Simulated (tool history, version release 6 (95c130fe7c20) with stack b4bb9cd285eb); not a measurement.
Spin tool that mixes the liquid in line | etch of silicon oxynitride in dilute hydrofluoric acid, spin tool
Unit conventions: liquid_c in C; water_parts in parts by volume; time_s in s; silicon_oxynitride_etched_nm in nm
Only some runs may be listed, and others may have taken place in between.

run,hour,liquid_c,water_parts,time_s,silicon_oxynitride_etched_nm
1,0,25,75,40,1.1995
2,3.8,27.5,75,40,1.3297
3,5.8,27.5,75,20,0.67068
4,8.6,27,75,20,0.66007
5,11.9,25.5,75,20,0.60891
6,15.5,25.5,75,20,0.61369
7,20.7,26.5,75,20,0.64071
8,28,28,75,20,0.68416
9,32.3,28,70,20,0.73352
# hour 38.5: hydrofluoric acid flow meter replaced
10,38.5,29,70,20,0.6908
11,47.5,28,70,20,0.66192
12,54.1,28,80,20,0.56719
13,61.5,25,80,20,0.49825
14,70,27.5,80,20,0.5574
15,77.8,27.5,75,20,0.60233
16,82.4,26,75,20,0.55645
17,85.7,27.5,75,20,0.60332

Run 18 has not been measured yet. What should we expect?
18,87.3,27.5,70,20,?

Run 18 gave silicon_oxynitride_etched_nm 0.651 nm.
